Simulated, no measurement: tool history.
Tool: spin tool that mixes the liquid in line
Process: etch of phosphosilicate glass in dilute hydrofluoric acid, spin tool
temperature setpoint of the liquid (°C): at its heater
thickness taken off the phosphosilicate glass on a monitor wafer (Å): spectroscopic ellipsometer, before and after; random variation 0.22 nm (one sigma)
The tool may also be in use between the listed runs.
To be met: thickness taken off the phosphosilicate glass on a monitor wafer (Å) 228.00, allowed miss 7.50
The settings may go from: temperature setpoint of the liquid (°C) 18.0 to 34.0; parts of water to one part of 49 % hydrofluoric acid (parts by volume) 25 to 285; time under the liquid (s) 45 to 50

run	day	temperature setpoint of the liquid (°C)	parts of water to one part of 49 % hydrofluoric acid (parts by volume)	time under the liquid (s)	thickness taken off the phosphosilicate glass on a monitor wafer (Å)
1	0.000	26.0	155	45	292.70
2	0.188	24.5	155	45	280.06
3	0.433	23.0	155	45	265.81
4	0.725	23.0	135	45	314.94
5	0.950	23.0	135	50	344.82
6	1.312	23.0	135	50	351.95
7	1.425	22.0	145	50	301.48
8	1.600	21.0	150	50	282.00
9	1.912	20.5	155	50	262.89
10	1.958	20.0	155	50	261.27
11	2.096	19.5	155	50	257.46

Which of these 5 next moves meets every target?
A	2.233	22.0	160	45	?
B	2.233	18.5	140	45	?
C	2.233	18.5	155	50	?
D	2.233	19.0	155	50	?
E	2.233	18.5	150	45	?

move	thickness taken off the phosphosilicate glass on a monitor wafer (Å)
A	248.26
B	252.14
C	249.25
D	254.31
E	232.97
A: nearer than the last run, and not there yet
B: nearer than the last run, and not there yet
C: nearer than the last run, and not there yet
D: nearer than the last run, and not there yet
E: meets every target
Answer: E
